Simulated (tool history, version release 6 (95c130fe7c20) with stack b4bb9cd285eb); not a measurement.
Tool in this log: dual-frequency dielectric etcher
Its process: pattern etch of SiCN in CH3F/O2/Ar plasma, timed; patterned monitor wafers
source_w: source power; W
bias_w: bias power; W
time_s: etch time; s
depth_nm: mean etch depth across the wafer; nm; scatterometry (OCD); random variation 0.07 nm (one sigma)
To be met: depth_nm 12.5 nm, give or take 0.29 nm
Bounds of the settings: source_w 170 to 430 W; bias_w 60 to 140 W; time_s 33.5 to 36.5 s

run    day  source_w  bias_w  time_s  depth_nm
  1      0       300     100    36.5    14.299
  2  0.358       350     100    36.5    14.986
  3  0.558       350     114    36.5    15.824
  4  0.754       350     114    33.5    14.486
  5  1.108       350     105    33.5    14.087
  6  1.275       380     105    33.5    14.526
  7  1.504       370     103    33.5    14.297
  8  1.571       360     101    33.5    13.925
  9  1.621       300      96    33.5    12.816

Pick the move, out of 4, that brings all results within their allowed miss; only one does.
  A  1.671       280      90    34.5         ?
  B  1.671       290      82    33.5         ?
  C  1.671       310     105    33.5         ?
  D  1.671       240      89    34.5         ?

move  depth_nm
   A    12.639
   B    11.987
   C    13.545
   D    11.891
A: each result inside its tolerance
B: carries the result that was furthest off beyond its target, to the other side
C: the biggest miss grows against the last run
D: carries the result that was furthest off beyond its target, to the other side
Correct choice: A, which meets every target

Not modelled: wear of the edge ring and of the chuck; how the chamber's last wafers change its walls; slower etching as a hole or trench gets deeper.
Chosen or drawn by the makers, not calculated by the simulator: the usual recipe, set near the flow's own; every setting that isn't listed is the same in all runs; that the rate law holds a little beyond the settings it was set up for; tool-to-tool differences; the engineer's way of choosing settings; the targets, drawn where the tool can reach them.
